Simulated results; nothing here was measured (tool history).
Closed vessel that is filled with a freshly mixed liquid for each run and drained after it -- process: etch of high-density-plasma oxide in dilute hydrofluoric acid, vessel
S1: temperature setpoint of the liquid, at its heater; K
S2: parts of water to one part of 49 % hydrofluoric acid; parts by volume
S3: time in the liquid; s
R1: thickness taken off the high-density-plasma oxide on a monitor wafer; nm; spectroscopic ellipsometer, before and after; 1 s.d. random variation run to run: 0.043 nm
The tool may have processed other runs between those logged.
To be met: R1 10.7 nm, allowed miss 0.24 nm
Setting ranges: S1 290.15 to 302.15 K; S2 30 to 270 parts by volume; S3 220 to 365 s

run    day      S1   S2   S3      R1
  1      0  294.15  150  365  14.385
  2  0.192  293.65  150  365  14.152
  3  0.404  293.65  130  365  16.547
  4  0.488  293.65   75  365  30.595
  5  0.821  293.65   40  365  59.996
  6  1.083  293.65   40  365   60.06
  7  1.421  293.15   55  365  41.997
  8  1.804  292.65   65  365  34.192
  9  2.033  290.15  125  360  14.926

Below are 5 possible settings for the next run. Only one of them brings all results inside the allowed miss of their targets. Which is it?
  A  2.262  290.15  145  295   ?
  B  2.262  290.65  160  340   ?
  C  2.262  290.15  175  365   ?
  D  2.262  290.15  155  315   ?
  E  2.262  292.15  120  220   ?

move      R1
   A  10.335
   B  10.858
   C  10.295
   D  10.224
   E   10.37
A: the result that was furthest off in the last run now lies on the other side of its target
B: every result lands within tolerance
C: the result that was furthest off in the last run now lies on the other side of its target
D: the result that was furthest off in the last run now lies on the other side of its target
E: the result that was furthest off in the last run now lies on the other side of its target
Move B is the one to make.

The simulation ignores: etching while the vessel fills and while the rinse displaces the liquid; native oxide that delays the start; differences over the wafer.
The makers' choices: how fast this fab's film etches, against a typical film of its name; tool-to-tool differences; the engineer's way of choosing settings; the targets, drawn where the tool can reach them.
